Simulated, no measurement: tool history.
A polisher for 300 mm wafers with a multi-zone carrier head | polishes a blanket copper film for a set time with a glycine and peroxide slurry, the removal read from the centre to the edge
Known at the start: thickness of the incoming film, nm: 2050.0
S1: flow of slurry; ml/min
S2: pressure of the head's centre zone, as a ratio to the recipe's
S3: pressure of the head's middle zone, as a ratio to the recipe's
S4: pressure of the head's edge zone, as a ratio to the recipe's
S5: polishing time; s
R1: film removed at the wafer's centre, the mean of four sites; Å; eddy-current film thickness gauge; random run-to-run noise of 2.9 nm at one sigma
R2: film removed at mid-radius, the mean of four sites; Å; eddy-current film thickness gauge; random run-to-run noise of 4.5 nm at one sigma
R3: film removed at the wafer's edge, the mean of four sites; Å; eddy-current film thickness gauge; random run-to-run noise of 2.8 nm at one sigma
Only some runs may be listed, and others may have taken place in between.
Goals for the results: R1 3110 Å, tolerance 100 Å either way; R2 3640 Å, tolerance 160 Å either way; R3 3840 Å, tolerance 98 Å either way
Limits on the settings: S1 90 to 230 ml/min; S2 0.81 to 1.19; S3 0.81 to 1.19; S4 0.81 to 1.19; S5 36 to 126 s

run  hour   S1    S2    S3    S4  S5      R1      R2      R3
  1     0  150     1     1     1  81  2866.9  2884.7  2948.3
  2   4.1  175     1     1     1  81    2938  3001.4    2968
  3   8.7  170  0.97  1.01  1.05  86  3013.5  3113.4  3246.4
  4  15.2  175  0.94  1.04  1.09  89  3127.7  3364.5    3434
  5  19.2  180  0.91  1.05  1.12  91    2993    3453    3538
  6  22.8  155  0.91  1.05  1.12  91  3041.2  3399.1  3534.4
  7    24  155   0.9  1.06  1.14  92  2954.7  3513.7  3562.4
  8  29.6  165   0.9  1.05  1.16  93  3027.6  3527.6  3654.4

Exactly one of the 4 candidate moves below puts every result within its allowed miss. Which one?
  A  35.2  175  0.81  1.01  1.19   94   ?   ?   ?
  B  35.2  155  0.93   1.1  1.06   92   ?   ?   ?
  C  35.2   95  0.83  0.96  0.97  115   ?   ?   ?
  D  35.2  140  0.87  0.94  1.17   98   ?   ?   ?

move      R1      R2      R3
   A  2850.1  3501.6  3741.1
   B  3086.5    3618  3402.4
   C  3156.9  3692.8  3837.6
   D  3040.8  3319.8    3775
A: its largest miss is bigger than the last run's
B: its largest miss is bigger than the last run's
C: hits every target within its allowed miss
D: gets the furthest-off result to its target, but another result is out of tolerance
C meets every target.
